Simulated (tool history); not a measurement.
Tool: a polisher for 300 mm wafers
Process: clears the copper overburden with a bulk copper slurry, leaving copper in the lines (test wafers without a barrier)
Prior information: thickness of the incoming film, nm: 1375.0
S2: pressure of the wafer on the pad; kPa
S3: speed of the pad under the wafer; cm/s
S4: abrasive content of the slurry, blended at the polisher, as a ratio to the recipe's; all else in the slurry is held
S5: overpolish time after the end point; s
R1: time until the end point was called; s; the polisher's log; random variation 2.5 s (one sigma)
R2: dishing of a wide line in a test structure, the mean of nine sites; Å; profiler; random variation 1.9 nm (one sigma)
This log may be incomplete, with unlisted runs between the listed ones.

{"run": 1, "hour": 0.0, "flow of slurry (ml/min)": 125, "S2": 22.8, "S3": 130, "S4": 1.0, "S5": 24, "R1": 75.943, "R2": 1625.9}
{"run": 2, "hour": 3.4, "flow of slurry (ml/min)": 125, "S2": 22.8, "S3": 148, "S4": 1.0, "S5": 24, "R1": 65.643, "R2": 1662.7}
{"run": 3, "hour": 8.1, "flow of slurry (ml/min)": 125, "S2": 26.2, "S3": 148, "S4": 1.0, "S5": 24, "R1": 56.127, "R2": 1795.8}
{"run": 4, "hour": 15.9, "flow of slurry (ml/min)": 125, "S2": 31.7, "S3": 148, "S4": 1.0, "S5": 24, "R1": 47.389, "R2": 1979.4}
{"run": 5, "hour": 18.8, "flow of slurry (ml/min)": 125, "S2": 31.7, "S3": 148, "S4": 1.0, "S5": 18, "R1": 46.068, "R2": 1803.3}
{"run": 6, "hour": 21.9, "flow of slurry (ml/min)": 125, "S2": 27.6, "S3": 138, "S4": 1.0, "S5": 19, "R1": 55.934, "R2": 1691.9}
{"run": 7, "hour": 25.9, "flow of slurry (ml/min)": 125, "S2": 24.1, "S3": 130, "S4": 1.0, "S5": 20, "R1": 70.802, "R2": 1524.0}

The next listed run, before its measurement:
{"run": 8, "hour": 29.7, "flow of slurry (ml/min)": 125, "S2": 21.4, "S3": 126, "S4": 1.0, "S5": 21, "R1": "?", "R2": "?"}

Run 8 came out at R1 80.076 s, R2 1475.5 Å.
